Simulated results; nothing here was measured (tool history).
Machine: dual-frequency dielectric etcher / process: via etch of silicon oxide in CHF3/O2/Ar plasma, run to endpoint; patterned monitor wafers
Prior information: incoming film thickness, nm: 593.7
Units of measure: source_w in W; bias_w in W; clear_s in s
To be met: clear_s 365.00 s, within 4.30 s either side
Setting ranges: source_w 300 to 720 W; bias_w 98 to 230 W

Run 1, hour 0.0: source_w 510 W, bias_w 164 W. Result: clear_s 311.67 s.
Run 2, hour 4.3: source_w 460 W, bias_w 163 W. Result: clear_s 324.23 s.
Run 3, hour 10.3: source_w 420 W, bias_w 162 W. Result: clear_s 338.08 s.
Run 4, hour 17.7: source_w 400 W, bias_w 162 W. Result: clear_s 343.24 s.
Run 5, hour 22.6: source_w 380 W, bias_w 162 W. Result: clear_s 351.14 s.
Run 6, hour 27.9: source_w 380 W, bias_w 175 W. Result: clear_s 342.42 s.
Run 7, hour 34.8: source_w 380 W, bias_w 175 W. Result: clear_s 342.66 s.
Run 8, hour 41.7: source_w 360 W, bias_w 175 W. Result: clear_s 349.58 s.
At hour 49.6: source power generator calibrated.
Run 9, hour 49.6: source_w 350 W, bias_w 175 W. Result: clear_s 357.57 s.

Next run, 5 choices. One meets every target within its allowed miss, the rest don't. Which?
Run A, hour 57.5: source_w 330 W, bias_w 190 W. Result: clear_s ?.
Run B, hour 57.5: source_w 370 W, bias_w 173 W. Result: clear_s ?.
Run C, hour 57.5: source_w 440 W, bias_w 141 W. Result: clear_s ?.
Run D, hour 57.5: source_w 380 W, bias_w 162 W. Result: clear_s ?.
Run E, hour 57.5: source_w 320 W, bias_w 180 W. Result: clear_s ?.

move  clear_s
   A   354.86
   B   350.90
   C   351.86
   D   355.42
   E   366.35
A: moves away from the targets compared with the last run
B: moves away from the targets compared with the last run
C: moves away from the targets compared with the last run
D: moves away from the targets compared with the last run
E: every result within its allowed miss
The move that meets every target is E.
